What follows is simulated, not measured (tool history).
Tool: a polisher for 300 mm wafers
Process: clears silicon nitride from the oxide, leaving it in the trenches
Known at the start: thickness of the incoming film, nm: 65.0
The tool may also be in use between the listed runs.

run,hour,flow of slurry (ml/min),pressure of the wafer on the pad (psi),speed of the pad under the wafer (m/s),overpolish time after the end point (s),time until the end point was called (s)
1,0.0,265,1.9,0.92,47,124.89
2,6.9,265,1.9,0.72,47,153.58
3,9.4,265,2.1,0.72,47,145.46
4,15.2,265,2.1,0.72,50,142.47
5,21.2,265,1.9,0.68,50,162.91
6,22.5,265,1.8,0.64,50,179.87
7,25.5,265,1.7,0.62,50,196.21

The next listed run, before its measurement:
8,29.2,265,1.6,0.60,50,?

{"run 8": {"time until the end point was called (s)": 206.99}}

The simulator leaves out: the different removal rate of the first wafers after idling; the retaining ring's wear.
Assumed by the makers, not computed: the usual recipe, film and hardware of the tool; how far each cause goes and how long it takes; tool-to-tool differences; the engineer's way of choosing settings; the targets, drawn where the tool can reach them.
